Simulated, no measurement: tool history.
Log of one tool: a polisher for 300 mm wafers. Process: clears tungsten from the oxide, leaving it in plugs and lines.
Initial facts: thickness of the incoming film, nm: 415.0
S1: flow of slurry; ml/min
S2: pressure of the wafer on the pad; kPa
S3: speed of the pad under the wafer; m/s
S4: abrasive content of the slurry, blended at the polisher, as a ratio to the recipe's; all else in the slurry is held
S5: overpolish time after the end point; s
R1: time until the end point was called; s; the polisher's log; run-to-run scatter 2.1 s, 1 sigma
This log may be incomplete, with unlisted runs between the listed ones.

run  hour   S1    S2    S3   S4  S5      R1
  1   0.0  285  19.3  0.94  1.0  24  129.89
  2   6.6  285  24.1  0.94  1.0  24  104.75
  3  14.7  285  24.1  0.94  1.1  24  103.91
  4  16.8  285  21.4  0.94  1.1  24  115.61
  5  24.1  285  19.3  0.94  1.1  24  126.78
  6  25.0  235  19.3  0.94  1.1  24  130.88

Run 7, settings as shown, results not yet in. Your forecast:
  7  30.5  235  17.9  0.94  1.1  24   ?

R1: 137.33 s
